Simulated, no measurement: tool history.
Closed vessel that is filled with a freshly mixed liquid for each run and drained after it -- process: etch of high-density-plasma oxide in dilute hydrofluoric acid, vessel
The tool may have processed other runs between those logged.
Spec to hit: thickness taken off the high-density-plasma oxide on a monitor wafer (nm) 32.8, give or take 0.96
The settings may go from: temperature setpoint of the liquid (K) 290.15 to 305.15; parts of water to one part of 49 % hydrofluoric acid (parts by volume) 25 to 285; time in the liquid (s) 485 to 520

run	hour	temperature setpoint of the liquid (K)	parts of water to one part of 49 % hydrofluoric acid (parts by volume)	time in the liquid (s)	thickness taken off the high-density-plasma oxide on a monitor wafer (nm)
1	0	297.15	155	485	16.757
2	8.3	297.15	190	485	13.237
3	15.5	298.65	175	485	15.346
4	22.7	298.65	175	485	15.348
5	25.2	298.65	140	485	20.152
6	27.8	298.65	105	485	27.918
7	36.7	299.15	105	485	28.505
8	41.8	299.65	105	485	28.993

4 candidate next runs follow, results not yet known. Just one meets every target within its allowed miss. Identify it.
A	46.9	302.15	95	485	?
B	46.9	305.15	120	520	?
C	46.9	294.65	105	485	?
D	46.9	299.15	120	485	?

move	thickness taken off the high-density-plasma oxide on a monitor wafer (nm)
A	35.447
B	32.46
C	23.605
D	24.217
A: the result that was furthest off in the last run now lies on the other side of its target
B: in spec on every target
C: further off than the last run
D: further off than the last run
Correct choice: B, which meets every target

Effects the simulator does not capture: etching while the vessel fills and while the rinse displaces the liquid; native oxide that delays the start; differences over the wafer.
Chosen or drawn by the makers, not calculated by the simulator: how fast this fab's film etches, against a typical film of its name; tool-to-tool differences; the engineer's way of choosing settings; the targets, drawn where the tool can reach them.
